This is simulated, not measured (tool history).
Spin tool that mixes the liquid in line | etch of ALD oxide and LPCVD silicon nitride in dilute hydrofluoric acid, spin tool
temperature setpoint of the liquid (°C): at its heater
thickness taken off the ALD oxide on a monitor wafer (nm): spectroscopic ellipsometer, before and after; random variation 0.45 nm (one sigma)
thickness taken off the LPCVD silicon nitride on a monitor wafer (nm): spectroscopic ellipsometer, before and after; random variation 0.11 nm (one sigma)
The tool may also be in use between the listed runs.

run	day	temperature setpoint of the liquid (°C)	parts of water to one part of 49 % hydrofluoric acid (parts by volume)	time under the liquid (s)	thickness taken off the ALD oxide on a monitor wafer (nm)	thickness taken off the LPCVD silicon nitride on a monitor wafer (nm)
1	0.000	25.0	245	180	10.1850	0.40951
2	0.292	25.0	330	180	7.0156	0.31048
3	0.571	26.0	260	205	11.0690	0.45924
4	0.683	26.5	205	230	17.0890	0.66228
5	0.975	30.0	205	230	19.1870	0.68354
6	1.058	32.5	205	230	21.3330	1.02670
7	1.196	32.5	205	230	20.9390	0.94978
8	1.504	32.0	165	240	28.3880	1.26830

The next listed run, before its measurement:
9	1.879	30.5	135	240	?	?

{"run 9": {"thickness taken off the ALD oxide on a monitor wafer (nm)": 34.303, "thickness taken off the LPCVD silicon nitride on a monitor wafer (nm)": 1.3603}}
